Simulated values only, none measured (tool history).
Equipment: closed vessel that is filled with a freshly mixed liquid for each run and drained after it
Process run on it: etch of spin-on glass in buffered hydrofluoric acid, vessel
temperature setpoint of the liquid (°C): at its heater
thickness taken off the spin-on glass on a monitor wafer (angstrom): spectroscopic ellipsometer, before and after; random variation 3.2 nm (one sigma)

| run | hour | temperature setpoint of the liquid (°C) | parts of 40 % ammonium fluoride to one part of 49 % hydrofluoric acid (parts by volume) | time in the liquid (s) | thickness taken off the spin-on glass on a monitor wafer (angstrom) |
|---|---|---|---|---|---|
| 1 | 0.0 | 22.0 | 12.5 | 85 | 2073.6 |
| 2 | 7.4 | 23.5 | 12.0 | 85 | 2337.5 |
| 3 | 15.6 | 23.5 | 9.5 | 85 | 2909.0 |
| 4 | 17.7 | 23.5 | 9.5 | 85 | 2912.1 |
| 5 | 25.5 | 23.5 | 9.5 | 85 | 2895.5 |
| 6 | 28.4 | 23.5 | 9.5 | 85 | 2901.2 |
| 7 | 36.4 | 24.5 | 9.5 | 85 | 3022.1 |
| 8 | 38.3 | 25.5 | 9.5 | 85 | 3211.6 |
| 9 | 44.7 | 25.5 | 9.5 | 85 | 3252.2 |

Predict the results of run 10:
| 10 | 48.8 | 26.0 | 9.5 | 85 | ? |

{"run 10": {"thickness taken off the spin-on glass on a monitor wafer (angstrom)": 3294.7}}
